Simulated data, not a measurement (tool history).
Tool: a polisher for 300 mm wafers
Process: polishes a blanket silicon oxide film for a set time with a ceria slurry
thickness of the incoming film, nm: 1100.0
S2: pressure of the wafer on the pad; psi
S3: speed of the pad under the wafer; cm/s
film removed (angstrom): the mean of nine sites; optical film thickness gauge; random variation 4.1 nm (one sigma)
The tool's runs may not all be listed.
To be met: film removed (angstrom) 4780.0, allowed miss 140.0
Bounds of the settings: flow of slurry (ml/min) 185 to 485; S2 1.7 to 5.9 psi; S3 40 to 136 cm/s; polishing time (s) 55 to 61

Run 1, hour 0.0: flow of slurry (ml/min) 310, S2 3.8 psi, S3 88 cm/s, polishing time (s) 61. Result: film removed (angstrom) 3063.0.
Run 2, hour 5.5: flow of slurry (ml/min) 340, S2 3.8 psi, S3 88 cm/s, polishing time (s) 61. Result: film removed (angstrom) 3134.8.
Run 3, hour 8.2: flow of slurry (ml/min) 350, S2 4.0 psi, S3 88 cm/s, polishing time (s) 61. Result: film removed (angstrom) 3289.3.
Run 4, hour 14.7: flow of slurry (ml/min) 390, S2 4.0 psi, S3 88 cm/s, polishing time (s) 61. Result: film removed (angstrom) 3329.9.
Run 5, hour 23.6: flow of slurry (ml/min) 390, S2 4.2 psi, S3 88 cm/s, polishing time (s) 61. Result: film removed (angstrom) 3427.8.
Run 6, hour 29.5: flow of slurry (ml/min) 390, S2 4.4 psi, S3 88 cm/s, polishing time (s) 61. Result: film removed (angstrom) 3627.9.
Run 7, hour 37.6: flow of slurry (ml/min) 390, S2 4.6 psi, S3 88 cm/s, polishing time (s) 61. Result: film removed (angstrom) 3790.5.
Run 8, hour 43.9: flow of slurry (ml/min) 390, S2 4.6 psi, S3 88 cm/s, polishing time (s) 61. Result: film removed (angstrom) 3766.6.
Run 9, hour 46.6: flow of slurry (ml/min) 390, S2 4.8 psi, S3 88 cm/s, polishing time (s) 61. Result: film removed (angstrom) 3908.4.
Run 10, hour 47.9: flow of slurry (ml/min) 390, S2 4.9 psi, S3 88 cm/s, polishing time (s) 61. Result: film removed (angstrom) 4012.5.
Run 11, hour 55.6: flow of slurry (ml/min) 390, S2 5.0 psi, S3 88 cm/s, polishing time (s) 61. Result: film removed (angstrom) 4107.5.
Run 12, hour 60.7: flow of slurry (ml/min) 390, S2 5.1 psi, S3 88 cm/s, polishing time (s) 61. Result: film removed (angstrom) 4205.6.
Run 13, hour 69.4: flow of slurry (ml/min) 390, S2 5.2 psi, S3 88 cm/s, polishing time (s) 61. Result: film removed (angstrom) 4259.5.

Which of these 5 next moves meets every target?
Run A, hour 78.1: flow of slurry (ml/min) 330, S2 5.0 psi, S3 88 cm/s, polishing time (s) 55. Result: film removed (angstrom) ?.
Run B, hour 78.1: flow of slurry (ml/min) 365, S2 5.4 psi, S3 86 cm/s, polishing time (s) 61. Result: film removed (angstrom) ?.
Run C, hour 78.1: flow of slurry (ml/min) 420, S2 5.5 psi, S3 94 cm/s, polishing time (s) 61. Result: film removed (angstrom) ?.
Run D, hour 78.1: flow of slurry (ml/min) 390, S2 5.8 psi, S3 84 cm/s, polishing time (s) 59. Result: film removed (angstrom) ?.
Run E, hour 78.1: flow of slurry (ml/min) 410, S2 5.2 psi, S3 78 cm/s, polishing time (s) 58. Result: film removed (angstrom) ?.

move  film removed (angstrom)
   A                   3649.4
   B                   4304.1
   C                   4826.9
   D                   4386.4
   E                   3619.7
A: further off than the last run
B: nearer than the last run, and not there yet
C: meets every target
D: nearer than the last run, and not there yet
E: further off than the last run
Move C is the one to make.
